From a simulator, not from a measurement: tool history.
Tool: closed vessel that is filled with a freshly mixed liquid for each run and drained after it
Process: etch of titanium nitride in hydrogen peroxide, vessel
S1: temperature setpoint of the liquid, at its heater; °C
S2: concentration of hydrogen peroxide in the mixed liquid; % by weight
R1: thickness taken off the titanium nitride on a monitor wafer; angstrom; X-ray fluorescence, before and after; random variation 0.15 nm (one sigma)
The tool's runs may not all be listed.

{"run": 1, "hour": 0.0, "S1": 48.0, "S2": 15.5, "time in the liquid (s)": 625, "R1": 130.2}
{"run": 2, "hour": 1.6, "S1": 41.0, "S2": 15.5, "time in the liquid (s)": 625, "R1": 77.636}
{"run": 3, "hour": 10.6, "S1": 45.5, "S2": 15.5, "time in the liquid (s)": 625, "R1": 109.02}
{"run": 4, "hour": 14.9, "S1": 48.5, "S2": 15.5, "time in the liquid (s)": 625, "R1": 135.96}
{"run": 5, "hour": 18.9, "S1": 48.5, "S2": 13.0, "time in the liquid (s)": 625, "R1": 130.01}
{"run": 6, "hour": 21.4, "S1": 53.5, "S2": 13.0, "time in the liquid (s)": 625, "R1": 184.73}
{"run": 7, "hour": 25.4, "S1": 54.5, "S2": 13.0, "time in the liquid (s)": 625, "R1": 200.77}
{"run": 8, "hour": 30.9, "S1": 55.0, "S2": 13.0, "time in the liquid (s)": 625, "R1": 206.79}
{"run": 9, "hour": 33.3, "S1": 55.5, "S2": 13.0, "time in the liquid (s)": 625, "R1": 213.47}
{"run": 10, "hour": 39.7, "S1": 56.0, "S2": 13.0, "time in the liquid (s)": 625, "R1": 223.53}

Forecast run 11:
{"run": 11, "hour": 42.3, "S1": 56.5, "S2": 13.0, "time in the liquid (s)": 625, "R1": "?"}

R1: 230.160 angstrom
